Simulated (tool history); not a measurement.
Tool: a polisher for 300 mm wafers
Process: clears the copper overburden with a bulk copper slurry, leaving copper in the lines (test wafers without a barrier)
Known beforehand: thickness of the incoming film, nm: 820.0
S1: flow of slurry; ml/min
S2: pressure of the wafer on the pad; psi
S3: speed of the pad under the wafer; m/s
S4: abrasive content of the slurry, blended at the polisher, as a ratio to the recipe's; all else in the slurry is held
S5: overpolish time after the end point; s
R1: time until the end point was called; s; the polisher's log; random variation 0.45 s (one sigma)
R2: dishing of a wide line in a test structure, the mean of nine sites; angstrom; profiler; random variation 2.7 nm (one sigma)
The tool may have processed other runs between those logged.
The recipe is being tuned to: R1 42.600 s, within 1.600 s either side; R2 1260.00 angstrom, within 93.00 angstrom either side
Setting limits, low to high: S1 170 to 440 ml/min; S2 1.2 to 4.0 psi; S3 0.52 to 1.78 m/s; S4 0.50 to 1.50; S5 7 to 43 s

Run 1, day 0.000: S1 280 ml/min, S2 2.6 psi, S3 1.14 m/s, S4 1.00, S5 22 s. Result: R1 82.098 s, R2 973.43 angstrom.
Run 2, day 0.150: S1 280 ml/min, S2 2.8 psi, S3 1.16 m/s, S4 1.00, S5 21 s. Result: R1 75.574 s, R2 1013.30 angstrom.
Run 3, day 0.267: S1 280 ml/min, S2 2.4 psi, S3 1.16 m/s, S4 1.00, S5 21 s. Result: R1 88.524 s, R2 938.07 angstrom.
Run 4, day 0.621: S1 280 ml/min, S2 2.4 psi, S3 0.96 m/s, S4 1.00, S5 21 s. Result: R1 101.750 s, R2 862.24 angstrom.
Run 5, day 0.738: S1 340 ml/min, S2 2.4 psi, S3 0.96 m/s, S4 1.00, S5 21 s. Result: R1 99.656 s, R2 868.73 angstrom.
Run 6, day 0.812: S1 340 ml/min, S2 2.0 psi, S3 0.96 m/s, S4 1.00, S5 21 s. Result: R1 121.260 s, R2 757.23 angstrom.
Run 7, day 1.083: S1 340 ml/min, S2 2.3 psi, S3 1.00 m/s, S4 1.00, S5 20 s. Result: R1 102.640 s, R2 823.49 angstrom.
Run 8, day 1.388: S1 340 ml/min, S2 2.6 psi, S3 1.04 m/s, S4 1.00, S5 19 s. Result: R1 87.456 s, R2 836.25 angstrom.
Run 9, day 1.621: S1 340 ml/min, S2 2.8 psi, S3 1.06 m/s, S4 1.00, S5 19 s. Result: R1 82.100 s, R2 960.60 angstrom.
Run 10, day 1.788: S1 340 ml/min, S2 3.0 psi, S3 1.12 m/s, S4 1.00, S5 18 s. Result: R1 72.048 s, R2 983.05 angstrom.
Run 11, day 2.075: S1 340 ml/min, S2 3.2 psi, S3 1.16 m/s, S4 1.00, S5 17 s. Result: R1 66.116 s, R2 1020.80 angstrom.
Run 12, day 2.225: S1 340 ml/min, S2 3.3 psi, S3 1.20 m/s, S4 1.00, S5 17 s. Result: R1 63.407 s, R2 1029.90 angstrom.
Run 13, day 2.554: S1 340 ml/min, S2 3.4 psi, S3 1.24 m/s, S4 1.00, S5 17 s. Result: R1 58.132 s, R2 1039.60 angstrom.
Run 14, day 2.675: S1 340 ml/min, S2 3.5 psi, S3 1.26 m/s, S4 1.00, S5 17 s. Result: R1 56.568 s, R2 1110.30 angstrom.
Run 15, day 2.908: S1 340 ml/min, S2 3.6 psi, S3 1.28 m/s, S4 1.00, S5 17 s. Result: R1 54.791 s, R2 1152.30 angstrom.

4 candidate next runs follow, results not yet known. Just one meets every target within its allowed miss. Identify it.
Run A, day 3.142: S1 370 ml/min, S2 4.0 psi, S3 1.34 m/s, S4 1.00, S5 27 s. Result: R1 ?, R2 ?.
Run B, day 3.142: S1 395 ml/min, S2 3.9 psi, S3 1.40 m/s, S4 0.95, S5 12 s. Result: R1 ?, R2 ?.
Run C, day 3.142: S1 370 ml/min, S2 3.8 psi, S3 1.46 m/s, S4 1.00, S5 17 s. Result: R1 ?, R2 ?.
Run D, day 3.142: S1 270 ml/min, S2 4.0 psi, S3 1.54 m/s, S4 0.95, S5 16 s. Result: R1 ?, R2 ?.

move      R1       R2
   A  46.873  1445.50
   B  46.512  1030.20
   C  45.881  1231.20
   D  43.231  1240.10
A: moves toward the targets from the last run without getting all of them in spec
B: moves toward the targets from the last run without getting all of them in spec
C: moves toward the targets from the last run without getting all of them in spec
D: hits every target within its allowed miss
Move D is the one to make.

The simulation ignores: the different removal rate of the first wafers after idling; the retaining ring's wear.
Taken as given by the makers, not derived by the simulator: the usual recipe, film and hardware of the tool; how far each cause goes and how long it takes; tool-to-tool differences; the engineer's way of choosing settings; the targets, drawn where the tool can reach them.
